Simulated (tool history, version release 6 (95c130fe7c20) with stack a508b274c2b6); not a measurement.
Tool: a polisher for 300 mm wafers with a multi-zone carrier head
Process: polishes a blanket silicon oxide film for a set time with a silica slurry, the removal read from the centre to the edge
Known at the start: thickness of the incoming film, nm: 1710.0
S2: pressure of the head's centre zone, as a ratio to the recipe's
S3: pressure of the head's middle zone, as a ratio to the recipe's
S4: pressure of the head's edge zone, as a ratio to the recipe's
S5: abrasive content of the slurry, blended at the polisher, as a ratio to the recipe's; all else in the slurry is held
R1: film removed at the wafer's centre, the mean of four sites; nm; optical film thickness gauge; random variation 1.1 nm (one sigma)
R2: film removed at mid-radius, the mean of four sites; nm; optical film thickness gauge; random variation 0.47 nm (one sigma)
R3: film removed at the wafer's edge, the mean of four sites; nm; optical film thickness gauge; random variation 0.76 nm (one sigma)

{"run": 1, "hour": 0.0, "flow of slurry (ml/min)": 250, "S2": 1, "S3": 1, "S4": 1, "S5": 1, "polishing time (s)": 31, "R1": 102.53, "R2": 102.3, "R3": 103.92}
{"run": 2, "hour": 3.8, "flow of slurry (ml/min)": 250, "S2": 1.02, "S3": 0.97, "S4": 0.97, "S5": 0.9, "polishing time (s)": 30, "R1": 99.591, "R2": 94.645, "R3": 94.646}
{"run": 3, "hour": 11.3, "flow of slurry (ml/min)": 245, "S2": 1.02, "S3": 0.94, "S4": 0.96, "S5": 0.8, "polishing time (s)": 29, "R1": 90.819, "R2": 84.071, "R3": 87.632}
{"run": 4, "hour": 16.9, "flow of slurry (ml/min)": 245, "S2": 1.03, "S3": 0.92, "S4": 0.93, "S5": 0.75, "polishing time (s)": 28, "R1": 87.093, "R2": 77.601, "R3": 81.509}
{"run": 5, "hour": 25.4, "flow of slurry (ml/min)": 245, "S2": 1.03, "S3": 0.87, "S4": 0.93, "S5": 0.75, "polishing time (s)": 28, "R1": 86.646, "R2": 75.231, "R3": 81.287}
{"run": 6, "hour": 32.6, "flow of slurry (ml/min)": 245, "S2": 1.03, "S3": 0.87, "S4": 0.93, "S5": 0.95, "polishing time (s)": 28, "R1": 97.608, "R2": 83.122, "R3": 92.775}
{"run": 7, "hour": 34.9, "flow of slurry (ml/min)": 245, "S2": 1.04, "S3": 0.87, "S4": 0.91, "S5": 0.85, "polishing time (s)": 28, "R1": 91.789, "R2": 79.472, "R3": 84.217}
{"run": 8, "hour": 42.0, "flow of slurry (ml/min)": 245, "S2": 1.04, "S3": 0.87, "S4": 0.91, "S5": 0.85, "polishing time (s)": 28, "R1": 91.152, "R2": 79.644, "R3": 84.846}
{"run": 9, "hour": 47.2, "flow of slurry (ml/min)": 240, "S2": 1.05, "S3": 0.86, "S4": 0.89, "S5": 0.75, "polishing time (s)": 28, "R1": 87.135, "R2": 74.372, "R3": 80.15}
{"run": 10, "hour": 52.5, "flow of slurry (ml/min)": 245, "S2": 1.06, "S3": 0.86, "S4": 0.88, "S5": 0.7, "polishing time (s)": 28, "R1": 86.319, "R2": 72.6, "R3": 77.353}

The next listed run, before its measurement:
{"run": 11, "hour": 56.1, "flow of slurry (ml/min)": 245, "S2": 1.06, "S3": 0.86, "S4": 0.87, "S5": 0.65, "polishing time (s)": 28, "R1": "?", "R2": "?", "R3": "?"}

R1: 83.99 nm
R2: 70.413 nm
R3: 75.246 nm
